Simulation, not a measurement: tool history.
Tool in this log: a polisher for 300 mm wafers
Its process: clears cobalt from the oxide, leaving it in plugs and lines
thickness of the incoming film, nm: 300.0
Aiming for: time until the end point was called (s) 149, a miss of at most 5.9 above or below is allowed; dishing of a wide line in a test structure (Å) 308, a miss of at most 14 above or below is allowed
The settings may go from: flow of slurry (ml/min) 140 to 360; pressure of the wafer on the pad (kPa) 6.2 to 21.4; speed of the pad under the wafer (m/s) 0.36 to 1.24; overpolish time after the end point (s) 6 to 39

run,day,flow of slurry (ml/min),pressure of the wafer on the pad (kPa),speed of the pad under the wafer (m/s),overpolish time after the end point (s),time until the end point was called (s),dishing of a wide line in a test structure (Å)
1,0,230,13.8,0.8,20,101.41,450.32
2,0.071,230,12.4,0.8,19,107.06,399.45
3,0.25,230,12.4,0.8,22,109.36,446.56
4,0.542,230,12.4,0.8,14,110.59,318.51
5,0.592,230,12.4,0.8,10,109.3,245.2
6,0.946,195,12.4,0.8,10,112.96,237.44
7,1.262,195,12.4,0.8,10,111.31,235.43
8,1.567,205,11,0.78,13,129.12,268
9,1.908,225,8.3,0.8,17,163.46,278.52
10,2.1,235,8.3,0.8,17,162.33,272.59

Consider the 4 candidate settings below. Which is the only one whose results all fall within their allowed miss of target?
A,2.292,185,9,0.92,14,?,?
B,2.292,225,9,0.8,18,?,?
C,2.292,235,9,0.9,16,?,?
D,2.292,220,10.3,0.64,20,?,?

move,time until the end point was called (s),dishing of a wide line in a test structure (Å)
A,134.68,267.36
B,149.89,301
C,132.94,301.35
D,162.64,306.94
A: further off than the last run
B: all results land within tolerance of their targets
C: the worst result of the last run now meets its target, but another is out of spec
D: the worst result of the last run now meets its target, but another is out of spec
B meets every target.
